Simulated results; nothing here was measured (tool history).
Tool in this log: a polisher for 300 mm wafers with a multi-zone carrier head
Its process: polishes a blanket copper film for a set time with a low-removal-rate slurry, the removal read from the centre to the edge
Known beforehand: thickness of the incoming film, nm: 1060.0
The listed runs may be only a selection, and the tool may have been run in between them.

run,hour,flow of slurry (ml/min),pressure of the head's centre zone,pressure of the head's middle zone,pressure of the head's edge zone,abrasive content of the slurry,polishing time (s),film removed at the wafer's centre (angstrom),film removed at mid-radius (angstrom),film removed at the wafer's edge (angstrom)
1,0,155,1,1,1,1,86,2737.7,2709.2,2722.8
2,6,155,1.07,1,1,1,86,2922.4,2654.7,2708.9
3,8.7,155,1.04,1.02,1.02,1.05,86,2870.7,2749.9,2767
4,14.7,180,1.04,1.02,1.02,1.05,86,2964.5,2855.7,2841.3
5,17,180,1.02,1.03,1.04,1.05,86,2875.9,2835.6,2845.4
6,20.5,180,1,1.04,1.05,1.1,86,2904.5,2905.3,2889.1
7,26.9,145,0.9,1.14,1.15,1.2,88,2566.4,3070.5,3072.3
8,28.1,145,0.9,1.15,1.15,1.2,88,2589.7,3049.6,3017.5

Predict the results of run 9:
9,36.8,145,0.89,1.16,1.15,1.2,88,?,?,?

{"run 9": {"film removed at the wafer's centre (angstrom)": 2555.9, "film removed at mid-radius (angstrom)": 3090.4, "film removed at the wafer's edge (angstrom)": 3081.3}}

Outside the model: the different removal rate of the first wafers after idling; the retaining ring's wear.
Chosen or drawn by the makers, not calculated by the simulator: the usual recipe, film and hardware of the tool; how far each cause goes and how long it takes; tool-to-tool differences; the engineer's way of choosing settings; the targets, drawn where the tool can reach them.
